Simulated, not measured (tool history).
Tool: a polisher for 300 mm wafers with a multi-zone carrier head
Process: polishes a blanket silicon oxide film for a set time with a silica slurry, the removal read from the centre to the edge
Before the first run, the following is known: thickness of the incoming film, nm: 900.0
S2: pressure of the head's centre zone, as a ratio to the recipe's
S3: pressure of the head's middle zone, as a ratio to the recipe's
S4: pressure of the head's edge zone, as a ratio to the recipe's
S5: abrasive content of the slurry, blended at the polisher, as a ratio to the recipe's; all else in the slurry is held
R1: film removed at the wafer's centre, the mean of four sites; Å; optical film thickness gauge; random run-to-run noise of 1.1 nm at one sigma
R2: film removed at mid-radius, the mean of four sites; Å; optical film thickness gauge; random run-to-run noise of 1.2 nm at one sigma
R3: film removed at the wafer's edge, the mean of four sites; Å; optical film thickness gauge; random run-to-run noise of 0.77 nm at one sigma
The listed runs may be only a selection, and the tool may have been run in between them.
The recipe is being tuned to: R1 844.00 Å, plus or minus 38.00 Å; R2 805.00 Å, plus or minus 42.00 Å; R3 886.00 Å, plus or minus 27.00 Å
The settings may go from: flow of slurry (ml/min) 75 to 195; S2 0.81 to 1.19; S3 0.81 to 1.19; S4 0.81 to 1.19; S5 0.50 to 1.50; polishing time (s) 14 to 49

Run 1, hour 0.0: flow of slurry (ml/min) 125, S2 1.00, S3 1.00, S4 1.00, S5 1.00, polishing time (s) 31. Result: R1 986.62 Å, R2 1013.90 Å, R3 951.94 Å.
Run 2, hour 4.3: flow of slurry (ml/min) 125, S2 1.00, S3 0.94, S4 1.00, S5 1.00, polishing time (s) 31. Result: R1 966.41 Å, R2 936.51 Å, R3 984.15 Å.
Run 3, hour 5.0: flow of slurry (ml/min) 125, S2 1.04, S3 0.94, S4 1.00, S5 1.00, polishing time (s) 31. Result: R1 984.22 Å, R2 934.57 Å, R3 949.39 Å.
Run 4, hour 11.5: flow of slurry (ml/min) 125, S2 1.04, S3 0.94, S4 1.03, S5 1.00, polishing time (s) 31. Result: R1 1001.40 Å, R2 940.14 Å, R3 982.93 Å.
Run 5, hour 18.7: flow of slurry (ml/min) 125, S2 1.04, S3 1.02, S4 1.03, S5 1.00, polishing time (s) 31. Result: R1 1013.80 Å, R2 1005.10 Å, R3 990.87 Å.
Run 6, hour 19.5: flow of slurry (ml/min) 115, S2 1.03, S3 0.98, S4 1.03, S5 0.95, polishing time (s) 31. Result: R1 973.21 Å, R2 940.70 Å, R3 939.60 Å.
Run 7, hour 27.5: flow of slurry (ml/min) 110, S2 1.00, S3 0.95, S4 1.03, S5 0.95, polishing time (s) 31. Result: R1 949.94 Å, R2 897.45 Å, R3 956.86 Å.
Run 8, hour 28.2: flow of slurry (ml/min) 105, S2 0.98, S3 0.94, S4 1.01, S5 0.95, polishing time (s) 31. Result: R1 887.23 Å, R2 875.39 Å, R3 926.98 Å.
Run 9, hour 31.2: flow of slurry (ml/min) 100, S2 0.98, S3 0.93, S4 1.01, S5 0.95, polishing time (s) 31. Result: R1 920.47 Å, R2 870.20 Å, R3 917.12 Å.
Run 10, hour 36.4: flow of slurry (ml/min) 90, S2 0.90, S3 0.88, S4 1.03, S5 0.90, polishing time (s) 31. Result: R1 792.77 Å, R2 760.19 Å, R3 886.79 Å.

Pick the move, out of 4, that brings all results within their allowed miss; only one does.
Run A, hour 41.6: flow of slurry (ml/min) 75, S2 1.03, S3 0.93, S4 1.01, S5 0.60, polishing time (s) 36. Result: R1 ?, R2 ?, R3 ?.
Run B, hour 41.6: flow of slurry (ml/min) 80, S2 0.83, S3 0.97, S4 1.03, S5 0.90, polishing time (s) 32. Result: R1 ?, R2 ?, R3 ?.
Run C, hour 41.6: flow of slurry (ml/min) 100, S2 0.86, S3 0.81, S4 1.05, S5 0.60, polishing time (s) 33. Result: R1 ?, R2 ?, R3 ?.
Run D, hour 41.6: flow of slurry (ml/min) 110, S2 0.82, S3 0.96, S4 1.14, S5 0.95, polishing time (s) 27. Result: R1 ?, R2 ?, R3 ?.

move      R1      R2      R3
   A  825.84  789.22  875.50
   B  717.89  831.37  888.35
   C  751.84  721.40  880.03
   D  693.50  788.52  861.45
A: in spec on every target
B: moves away from the targets compared with the last run
C: moves away from the targets compared with the last run
D: moves away from the targets compared with the last run
The move that meets every target is A.

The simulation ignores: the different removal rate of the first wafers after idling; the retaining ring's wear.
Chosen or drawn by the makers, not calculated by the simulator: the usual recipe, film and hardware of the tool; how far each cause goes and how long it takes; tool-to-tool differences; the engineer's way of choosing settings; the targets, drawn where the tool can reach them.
